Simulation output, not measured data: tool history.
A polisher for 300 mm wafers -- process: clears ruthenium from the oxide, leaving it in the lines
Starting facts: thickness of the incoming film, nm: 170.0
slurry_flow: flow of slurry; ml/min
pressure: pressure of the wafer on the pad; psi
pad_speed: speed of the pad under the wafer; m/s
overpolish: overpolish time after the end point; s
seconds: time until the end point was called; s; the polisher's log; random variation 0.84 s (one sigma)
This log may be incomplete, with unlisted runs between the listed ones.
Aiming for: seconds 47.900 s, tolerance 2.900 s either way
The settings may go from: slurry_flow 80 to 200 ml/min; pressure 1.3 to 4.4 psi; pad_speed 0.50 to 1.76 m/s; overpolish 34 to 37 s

run	hour	slurry_flow	pressure	pad_speed	overpolish	seconds
1	0.0	130	2.8	1.12	34	90.699
2	0.7	110	2.8	1.12	34	94.912
3	5.1	95	2.8	1.12	34	99.194
4	11.0	100	3.0	1.14	34	87.450
5	17.1	100	3.2	1.14	34	85.805
6	25.8	105	3.4	1.16	34	76.417
7	28.9	110	3.5	1.18	34	72.419
8	36.3	110	3.6	1.20	34	70.030
9	44.6	110	3.7	1.22	34	67.681
10	45.2	110	3.8	1.24	34	64.166
11	47.0	110	3.9	1.26	34	64.100
12	55.2	110	4.0	1.28	34	59.127
13	60.9	110	4.1	1.30	34	58.979
14	66.0	110	4.1	1.32	34	58.625

Which of these 4 next moves meets every target?
A	71.1	110	4.4	1.50	34	?
B	71.1	130	3.6	1.24	37	?
C	71.1	110	4.4	1.66	37	?
D	71.1	120	4.4	1.62	34	?

move	seconds
A	46.509
B	63.586
C	42.543
D	42.533
A: each result inside its tolerance
B: further off than the last run
C: takes the result that was furthest off past its target
D: takes the result that was furthest off past its target
The right move is A.
